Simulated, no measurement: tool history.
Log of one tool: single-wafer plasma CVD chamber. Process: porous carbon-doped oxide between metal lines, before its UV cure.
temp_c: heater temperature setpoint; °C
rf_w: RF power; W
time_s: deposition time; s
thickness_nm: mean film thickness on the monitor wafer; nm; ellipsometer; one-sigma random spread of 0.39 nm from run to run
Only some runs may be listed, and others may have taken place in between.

Run 1, hour 0.0: temp_c 305 °C, rf_w 535 W, time_s 16.5 s. Result: thickness_nm 100.390 nm.
Run 2, hour 3.1: temp_c 305 °C, rf_w 505 W, time_s 16.5 s. Result: thickness_nm 96.454 nm.
Run 3, hour 10.4: temp_c 301 °C, rf_w 520 W, time_s 16.5 s. Result: thickness_nm 100.420 nm.
Run 4, hour 18.0: temp_c 294 °C, rf_w 520 W, time_s 16.5 s. Result: thickness_nm 103.880 nm.
Run 5, hour 23.7: temp_c 294 °C, rf_w 520 W, time_s 15.7 s. Result: thickness_nm 99.600 nm.
Run 6, hour 25.6: temp_c 294 °C, rf_w 585 W, time_s 15.7 s. Result: thickness_nm 107.150 nm.
Run 7, hour 31.5: temp_c 293 °C, rf_w 595 W, time_s 15.7 s. Result: thickness_nm 108.700 nm.
Run 8, hour 38.1: temp_c 292 °C, rf_w 605 W, time_s 15.7 s. Result: thickness_nm 110.850 nm.

For run 9, what comes out?
Run 9, hour 39.8: temp_c 291 °C, rf_w 610 W, time_s 15.7 s. Result: thickness_nm ?.

{"run 9": {"thickness_nm": 111.46}}
